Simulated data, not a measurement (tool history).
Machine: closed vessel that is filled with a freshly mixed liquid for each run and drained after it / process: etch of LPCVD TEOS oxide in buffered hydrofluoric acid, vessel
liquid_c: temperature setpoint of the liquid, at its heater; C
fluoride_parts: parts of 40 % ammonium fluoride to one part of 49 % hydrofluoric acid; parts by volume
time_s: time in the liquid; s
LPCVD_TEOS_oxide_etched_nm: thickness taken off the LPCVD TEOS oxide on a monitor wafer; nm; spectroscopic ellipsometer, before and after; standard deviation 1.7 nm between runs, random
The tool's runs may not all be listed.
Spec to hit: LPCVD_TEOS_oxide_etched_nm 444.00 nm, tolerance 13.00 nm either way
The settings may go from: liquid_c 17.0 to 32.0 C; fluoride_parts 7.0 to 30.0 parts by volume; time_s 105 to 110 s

{"run": 1, "day": 0.0, "liquid_c": 24.0, "fluoride_parts": 20.0, "time_s": 105, "LPCVD_TEOS_oxide_etched_nm": 176.29}
{"run": 2, "day": 0.167, "liquid_c": 26.0, "fluoride_parts": 17.0, "time_s": 105, "LPCVD_TEOS_oxide_etched_nm": 231.2}
{"run": 3, "day": 0.358, "liquid_c": 27.5, "fluoride_parts": 15.5, "time_s": 105, "LPCVD_TEOS_oxide_etched_nm": 275.16}
{"run": 4, "day": 0.692, "liquid_c": 27.5, "fluoride_parts": 20.5, "time_s": 105, "LPCVD_TEOS_oxide_etched_nm": 208.43}
{"run": 5, "day": 0.812, "liquid_c": 27.5, "fluoride_parts": 20.5, "time_s": 105, "LPCVD_TEOS_oxide_etched_nm": 208.21}
{"run": 6, "day": 0.904, "liquid_c": 30.0, "fluoride_parts": 20.5, "time_s": 105, "LPCVD_TEOS_oxide_etched_nm": 241.08}
{"run": 7, "day": 1.017, "liquid_c": 30.5, "fluoride_parts": 18.0, "time_s": 105, "LPCVD_TEOS_oxide_etched_nm": 277.65}
{"run": 8, "day": 1.208, "liquid_c": 31.0, "fluoride_parts": 16.0, "time_s": 105, "LPCVD_TEOS_oxide_etched_nm": 319.54}
{"run": 9, "day": 1.521, "liquid_c": 31.0, "fluoride_parts": 14.5, "time_s": 105, "LPCVD_TEOS_oxide_etched_nm": 355.31}
{"run": 10, "day": 1.725, "liquid_c": 32.0, "fluoride_parts": 11.0, "time_s": 105, "LPCVD_TEOS_oxide_etched_nm": 482.08}
{"run": 11, "day": 1.771, "liquid_c": 32.0, "fluoride_parts": 11.0, "time_s": 105, "LPCVD_TEOS_oxide_etched_nm": 486.89}
{"run": 12, "day": 1.996, "liquid_c": 31.5, "fluoride_parts": 11.0, "time_s": 105, "LPCVD_TEOS_oxide_etched_nm": 475.47}
{"run": 13, "day": 2.308, "liquid_c": 31.0, "fluoride_parts": 11.0, "time_s": 105, "LPCVD_TEOS_oxide_etched_nm": 461.14}

Which single option among these 4 for the next run brings every result within its allowed miss of target? Just one does.
{"run": "A", "day": 2.621, "liquid_c": 29.5, "fluoride_parts": 10.5, "time_s": 105, "LPCVD_TEOS_oxide_etched_nm": "?"}
{"run": "B", "day": 2.621, "liquid_c": 28.5, "fluoride_parts": 11.5, "time_s": 110, "LPCVD_TEOS_oxide_etched_nm": "?"}
{"run": "C", "day": 2.621, "liquid_c": 31.0, "fluoride_parts": 10.0, "time_s": 105, "LPCVD_TEOS_oxide_etched_nm": "?"}
{"run": "D", "day": 2.621, "liquid_c": 29.0, "fluoride_parts": 11.0, "time_s": 105, "LPCVD_TEOS_oxide_etched_nm": "?"}

move=A LPCVD_TEOS_oxide_etched_nm=445.76
move=B LPCVD_TEOS_oxide_etched_nm=405.42
move=C LPCVD_TEOS_oxide_etched_nm=505.58
move=D LPCVD_TEOS_oxide_etched_nm=414.95
A: every result within its allowed miss
B: the result that was furthest off in the last run now lies on the other side of its target
C: misses by more than the last run did
D: the result that was furthest off in the last run now lies on the other side of its target
Correct choice: A, which meets every target
